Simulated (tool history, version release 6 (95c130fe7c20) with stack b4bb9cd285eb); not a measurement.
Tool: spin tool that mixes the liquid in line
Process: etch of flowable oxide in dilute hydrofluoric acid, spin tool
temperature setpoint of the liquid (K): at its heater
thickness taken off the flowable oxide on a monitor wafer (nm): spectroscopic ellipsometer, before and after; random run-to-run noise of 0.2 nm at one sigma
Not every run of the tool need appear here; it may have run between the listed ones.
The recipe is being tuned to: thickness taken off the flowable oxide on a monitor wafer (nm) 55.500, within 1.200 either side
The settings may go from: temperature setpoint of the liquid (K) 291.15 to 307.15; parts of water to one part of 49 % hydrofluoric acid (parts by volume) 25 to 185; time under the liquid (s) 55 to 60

| run | day | temperature setpoint of the liquid (K) | parts of water to one part of 49 % hydrofluoric acid (parts by volume) | time under the liquid (s) | thickness taken off the flowable oxide on a monitor wafer (nm) |
|---|---|---|---|---|---|
| 1 | 0.000 | 299.15 | 105 | 55 | 26.192 |
| 2 | 0.212 | 301.15 | 95 | 55 | 31.466 |
| 3 | 0.538 | 301.15 | 95 | 55 | 31.356 |
| 4 | 0.854 | 302.65 | 85 | 55 | 37.888 |
| 5 | 0.946 | 302.65 | 115 | 55 | 26.928 |
| 6 | 1.125 | 302.65 | 130 | 55 | 23.390 |
| 7 | 1.371 | 303.65 | 115 | 55 | 27.937 |
| 8 | 1.500 | 304.65 | 100 | 55 | 33.721 |
| 9 | 1.788 | 305.15 | 90 | 55 | 38.791 |
| 10 | 1.825 | 305.65 | 85 | 55 | 42.743 |
| 11 | 2.038 | 306.15 | 80 | 55 | 46.152 |
| 12 | 2.375 | 306.65 | 75 | 55 | 50.874 |

4 candidate next runs follow, results not yet known. Just one meets every target within its allowed miss. Identify it.
| A | 2.712 | 305.65 | 70 | 55 | ? |
| B | 2.712 | 305.15 | 75 | 55 | ? |
| C | 2.712 | 302.65 | 60 | 55 | ? |
| D | 2.712 | 306.65 | 80 | 55 | ? |

| move | thickness taken off the flowable oxide on a monitor wafer (nm) |
|---|---|
| A | 52.436 |
| B | 47.653 |
| C | 55.368 |
| D | 46.880 |
A: better than the last run, though not everything is in spec
B: moves away from the targets compared with the last run
C: meets every target
D: moves away from the targets compared with the last run
Go with C: it meets all targets.

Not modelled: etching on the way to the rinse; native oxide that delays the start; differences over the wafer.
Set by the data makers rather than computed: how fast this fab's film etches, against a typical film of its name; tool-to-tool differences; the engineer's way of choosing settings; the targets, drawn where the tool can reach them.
